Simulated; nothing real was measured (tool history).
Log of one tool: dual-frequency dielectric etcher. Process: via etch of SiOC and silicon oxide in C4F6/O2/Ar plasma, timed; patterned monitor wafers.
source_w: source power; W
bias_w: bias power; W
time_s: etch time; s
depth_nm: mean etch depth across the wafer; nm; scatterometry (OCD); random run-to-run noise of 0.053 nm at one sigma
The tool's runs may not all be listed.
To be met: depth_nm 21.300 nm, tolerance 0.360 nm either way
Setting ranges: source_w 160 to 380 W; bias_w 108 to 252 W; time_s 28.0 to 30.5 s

{"run": 1, "hour": 0.0, "source_w": 270, "bias_w": 180, "time_s": 30.5, "depth_nm": 30.521}
{"run": 2, "hour": 7.5, "source_w": 270, "bias_w": 167, "time_s": 30.5, "depth_nm": 29.56}
{"run": 3, "hour": 14.9, "source_w": 270, "bias_w": 167, "time_s": 30.5, "depth_nm": 29.601}
{"run": 4, "hour": 19.0, "source_w": 260, "bias_w": 161, "time_s": 30.0, "depth_nm": 28.057}
{"run": 5, "hour": 28.0, "source_w": 310, "bias_w": 161, "time_s": 30.0, "depth_nm": 30.635}
{"run": 6, "hour": 30.2, "source_w": 310, "bias_w": 161, "time_s": 30.5, "depth_nm": 31.325}
{"run": 7, "hour": 35.0, "source_w": 300, "bias_w": 156, "time_s": 30.5, "depth_nm": 30.423}
{"run": 8, "hour": 43.2, "source_w": 290, "bias_w": 151, "time_s": 30.5, "depth_nm": 29.493}
{"run": 9, "hour": 45.1, "source_w": 280, "bias_w": 146, "time_s": 30.5, "depth_nm": 28.598}
{"run": 10, "hour": 52.9, "source_w": 270, "bias_w": 142, "time_s": 30.5, "depth_nm": 27.8}
{"run": 11, "hour": 58.7, "source_w": 210, "bias_w": 108, "time_s": 28.0, "depth_nm": 19.907}

Next run, 5 choices. One meets every target within its allowed miss, the rest don't. Which?
{"run": "A", "hour": 64.5, "source_w": 220, "bias_w": 109, "time_s": 29.0, "depth_nm": "?"}
{"run": "B", "hour": 64.5, "source_w": 220, "bias_w": 109, "time_s": 30.0, "depth_nm": "?"}
{"run": "C", "hour": 64.5, "source_w": 210, "bias_w": 110, "time_s": 29.0, "depth_nm": "?"}
{"run": "D", "hour": 64.5, "source_w": 190, "bias_w": 118, "time_s": 29.0, "depth_nm": "?"}
{"run": "E", "hour": 64.5, "source_w": 170, "bias_w": 127, "time_s": 30.5, "depth_nm": "?"}

move=A depth_nm=21.256
move=B depth_nm=21.989
move=C depth_nm=20.773
move=D depth_nm=20.148
move=E depth_nm=20.348
A: all results in spec
B: pushes the last run's worst result past its target
C: moves toward the targets from the last run without getting all of them in spec
D: moves toward the targets from the last run without getting all of them in spec
E: moves toward the targets from the last run without getting all of them in spec
The move that meets every target is A.
